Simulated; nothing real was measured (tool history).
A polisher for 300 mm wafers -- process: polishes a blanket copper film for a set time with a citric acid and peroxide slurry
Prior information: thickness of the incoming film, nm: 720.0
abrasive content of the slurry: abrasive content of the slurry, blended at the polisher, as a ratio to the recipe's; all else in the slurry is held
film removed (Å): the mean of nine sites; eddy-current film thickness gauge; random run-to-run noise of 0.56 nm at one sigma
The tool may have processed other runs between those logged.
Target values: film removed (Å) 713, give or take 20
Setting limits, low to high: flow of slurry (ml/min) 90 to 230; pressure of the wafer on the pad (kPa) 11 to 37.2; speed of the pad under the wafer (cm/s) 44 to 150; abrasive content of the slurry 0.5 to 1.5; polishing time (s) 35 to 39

run  hour  flow of slurry (ml/min)  pressure of the wafer on the pad (kPa)  speed of the pad under the wafer (cm/s)  abrasive content of the slurry  polishing time (s)  film removed (Å)
  1     0                      150                                    24.1                                       96                               1                  39            1101.8
  2   8.4                      145                                    22.8                                       96                               1                  39            1058.3
  3  11.7                      145                                    20.7                                       96                               1                  39            984.12
  4  18.3                      130                                    20.7                                       96                               1                  39            954.43
  5  23.4                      105                                    20.7                                       96                               1                  39            901.29
  6  31.7                      120                                    20.7                                       96                               1                  39            928.16
  7  32.3                      115                                      20                                       96                               1                  39            901.93
  8  37.1                      110                                    19.3                                       96                               1                  39            866.96
  9  37.7                      110                                    18.6                                       96                               1                  39            840.26
 10  45.9                      110                                    17.9                                       96                               1                  39            816.34
 11  52.4                      110                                    17.2                                       96                               1                  39            784.76
 12  60.4                      110                                    17.2                                       96                               1                  39            777.84

Which of these 5 next moves meets every target?
  A  68.4                      110                                    16.5                                      100                               1                  38                 ?
  B  68.4                      155                                    13.1                                      120                            0.95                  38                 ?
  C  68.4                      140                                    17.2                                       96                               1                  39                 ?
  D  68.4                      135                                    23.4                                       64                            0.95                  35                 ?
  E  68.4                      120                                    17.2                                       96                            0.95                  38                 ?

move  film removed (Å)
   A            762.59
   B            774.17
   C            831.71
   D            715.35
   E            769.66
A: closes in on the targets versus the last run, not all within tolerance yet
B: closes in on the targets versus the last run, not all within tolerance yet
C: the biggest miss grows against the last run
D: all results in spec
E: closes in on the targets versus the last run, not all within tolerance yet
D is the move that brings every result within its allowed miss.
